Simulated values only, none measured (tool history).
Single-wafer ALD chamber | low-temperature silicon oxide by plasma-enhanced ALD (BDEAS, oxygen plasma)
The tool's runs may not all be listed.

run	day	heater temperature setpoint (deg C)	number of ALD cycles (cycles)	mean film thickness on the monitor wafer (Å)
1	0	90	49	60.388
2	0.071	90	46	56.651
3	0.45	95	44	53.362
4	0.658	95	41	49.737
5	0.858	99	40	47.897
6	1.225	104	40	47.153
7	1.3	106	40	47.257

What does the tool deliver on the next run?
8	1.617	107	40	?

Run 8 gave mean film thickness on the monitor wafer (Å) 47.002.
